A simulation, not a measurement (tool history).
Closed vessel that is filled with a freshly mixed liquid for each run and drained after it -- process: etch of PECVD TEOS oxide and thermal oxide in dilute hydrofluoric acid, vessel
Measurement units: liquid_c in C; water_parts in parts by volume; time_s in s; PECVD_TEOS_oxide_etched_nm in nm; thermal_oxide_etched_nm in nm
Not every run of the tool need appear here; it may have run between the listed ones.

run  hour  liquid_c  water_parts  time_s  PECVD_TEOS_oxide_etched_nm  thermal_oxide_etched_nm
  1     0        23          210      80                      5.8864                   1.3415
  2   1.8        23          210      65                      4.7624                   1.0708
  3   7.5        23          285      65                      3.2163                  0.76995
  4   9.2        25          280      65                      3.5668                  0.74825
  5  12.9      24.5          270      65                      3.6321                  0.81822
  6  15.7        25          265      65                      3.7912                  0.85182
  7  22.7      25.5          260      65                      3.9525                  0.88384

Forecast run 8:
  8  27.9        26          260      65                           ?                        ?

PECVD_TEOS_oxide_etched_nm: 4.0684 nm
thermal_oxide_etched_nm: 0.89716 nm

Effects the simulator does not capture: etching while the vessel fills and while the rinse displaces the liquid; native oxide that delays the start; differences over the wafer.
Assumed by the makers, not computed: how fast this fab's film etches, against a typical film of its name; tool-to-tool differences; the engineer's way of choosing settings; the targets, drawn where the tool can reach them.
